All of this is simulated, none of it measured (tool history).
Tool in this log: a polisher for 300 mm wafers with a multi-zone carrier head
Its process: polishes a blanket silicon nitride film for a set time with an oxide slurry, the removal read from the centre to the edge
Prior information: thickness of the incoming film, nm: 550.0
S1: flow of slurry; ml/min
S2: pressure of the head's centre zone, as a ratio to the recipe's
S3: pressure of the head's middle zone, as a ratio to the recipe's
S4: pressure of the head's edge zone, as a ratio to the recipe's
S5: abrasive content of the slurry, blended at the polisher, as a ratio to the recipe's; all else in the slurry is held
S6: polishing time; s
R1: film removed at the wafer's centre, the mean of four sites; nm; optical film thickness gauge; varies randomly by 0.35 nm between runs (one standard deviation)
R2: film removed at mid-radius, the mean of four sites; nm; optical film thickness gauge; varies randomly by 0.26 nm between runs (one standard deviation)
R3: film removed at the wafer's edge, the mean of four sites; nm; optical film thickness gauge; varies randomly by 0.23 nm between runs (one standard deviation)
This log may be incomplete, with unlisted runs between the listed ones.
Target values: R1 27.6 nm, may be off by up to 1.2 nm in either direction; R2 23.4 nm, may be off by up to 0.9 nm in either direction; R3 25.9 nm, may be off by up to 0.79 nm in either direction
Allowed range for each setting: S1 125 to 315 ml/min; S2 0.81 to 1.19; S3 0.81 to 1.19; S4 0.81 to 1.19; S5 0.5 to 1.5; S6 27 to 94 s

run,hour,S1,S2,S3,S4,S5,S6,R1,R2,R3
1,0,205,1,1,1,1,60,28.442,28.693,28.528
2,2.6,205,1,1,1,1.15,60,29.976,30.273,30.697
3,8.7,200,1,0.97,0.98,1.1,60,28.988,29.323,29.722
4,17,200,1.02,0.95,0.98,1.05,60,29.208,28.565,28.579
5,19.4,200,1.09,0.95,0.98,1.05,60,31.57,28.356,29.474
6,24,195,1.09,0.93,0.98,1,60,31.21,27.637,28.253
7,26,190,1.08,0.91,1,0.95,60,29.385,26.147,27.901
8,29.8,185,1.08,0.89,0.99,0.95,60,29.393,25.238,27.261
9,32,180,1.08,0.88,0.99,0.95,60,29.052,24.532,27.943

Which single option among these 5 for the next run brings every result within its allowed miss of target? Just one does.
A,34.2,210,1.15,0.85,0.97,0.8,61,?,?,?
B,34.2,215,1.19,0.98,0.91,0.8,60,?,?,?
C,34.2,150,1.07,0.87,0.96,0.8,63,?,?,?
D,34.2,200,1.15,0.87,1.01,0.9,53,?,?,?
E,34.2,230,1.1,1.01,0.96,0.8,58,?,?,?

move,R1,R2,R3
A,29.259,23.127,26.212
B,29.88,25.653,25.016
C,27.211,23.665,26.366
D,26.875,21.659,24.577
E,26.858,25.589,24.887
A: corrects the largest miss of the last run, while another result sits out of spec
B: moves the result that the last run missed by most past its target, out the other side
C: meets every target
D: moves the result that the last run missed by most past its target, out the other side
E: moves the result that the last run missed by most past its target, out the other side
The right move is C.

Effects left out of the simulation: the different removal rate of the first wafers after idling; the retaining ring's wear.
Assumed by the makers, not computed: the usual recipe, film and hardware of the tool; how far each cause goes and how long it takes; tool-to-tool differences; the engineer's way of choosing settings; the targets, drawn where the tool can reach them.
